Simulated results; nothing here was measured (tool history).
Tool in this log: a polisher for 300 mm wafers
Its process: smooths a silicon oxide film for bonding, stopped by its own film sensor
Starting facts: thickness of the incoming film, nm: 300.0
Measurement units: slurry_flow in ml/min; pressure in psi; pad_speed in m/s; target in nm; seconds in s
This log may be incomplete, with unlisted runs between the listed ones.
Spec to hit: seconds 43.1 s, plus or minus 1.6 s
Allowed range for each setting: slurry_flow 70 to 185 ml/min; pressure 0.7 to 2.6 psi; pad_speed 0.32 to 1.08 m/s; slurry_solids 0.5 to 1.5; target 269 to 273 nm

run  hour  slurry_flow  pressure  pad_speed  slurry_solids  target  seconds
  1     0          120       1.6        0.7              1     269   67.112
  2   7.2          120       1.7        0.7              1     269   64.526
  3  15.4          120       1.7       0.58              1     269   71.807
  4  20.4          120       1.3       0.58              1     269   90.927
  5  28.3          120       1.4       0.58              1     269   83.626
  6  31.9          100       1.4       0.58              1     269   88.369
     40.8  -- head pressure recalibrated
  7  40.8          105       1.5       0.58              1     269   75.742
  8    42          135       1.9       0.58              1     269   58.015
  9  49.2          145       2.1       0.58              1     269   52.273
 10  55.1          150       2.3       0.58              1     269   48.998
 11  61.7          160       2.4       0.58              1     269   46.204

Exercise: of the 5 proposed moves below, exactly one satisfies all targets within the stated allowed misses. Which move is it?
  A  68.3          140       2.4       0.62           1.05     270        ?
  B  68.3          165       2.3       0.58              1     269        ?
  C  68.3          150       2.5       0.52            1.1     269        ?
  D  68.3          145       2.4       0.64           1.15     271        ?
  E  68.3          160       2.3       0.54              1     269        ?

move  seconds
   A    43.21
   B   47.863
   C   46.644
   D   39.244
   E   50.321
A: every result lands within tolerance
B: lands further from the targets than the last run did
C: lands further from the targets than the last run did
D: carries the result that was furthest off beyond its target, to the other side
E: lands further from the targets than the last run did
So the answer is move A, the one that meets all the targets.

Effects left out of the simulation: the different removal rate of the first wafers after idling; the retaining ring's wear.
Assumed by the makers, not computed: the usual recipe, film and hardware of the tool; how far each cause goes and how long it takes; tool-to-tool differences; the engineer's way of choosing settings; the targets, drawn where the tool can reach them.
